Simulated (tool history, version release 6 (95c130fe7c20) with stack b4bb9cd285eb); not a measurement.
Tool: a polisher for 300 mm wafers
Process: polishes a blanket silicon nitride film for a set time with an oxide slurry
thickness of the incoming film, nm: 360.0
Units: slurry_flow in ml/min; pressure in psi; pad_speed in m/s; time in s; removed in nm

run  hour  slurry_flow  pressure  pad_speed  slurry_solids  time  removed
  1     0          150       4.8        1.4              1    51   61.141
  2     3          155       5.2        1.4              1    51   65.005
  3   4.9          155       5.6        1.4              1    51   70.488
  4   8.3          155       5.9        1.4              1    51    73.61
  5    12          155       6.1        1.4              1    51   75.841
  6  18.1          155       6.1        1.4           0.85    51   72.691
  7  26.9          160       6.3        1.4           0.85    51   75.406
  8  29.5          165       6.5        1.4           0.85    51   75.935

The next listed run, before its measurement:
  9  36.6          165       6.7        1.4           0.85    51        ?

Run 9 gave removed 79.728 nm.
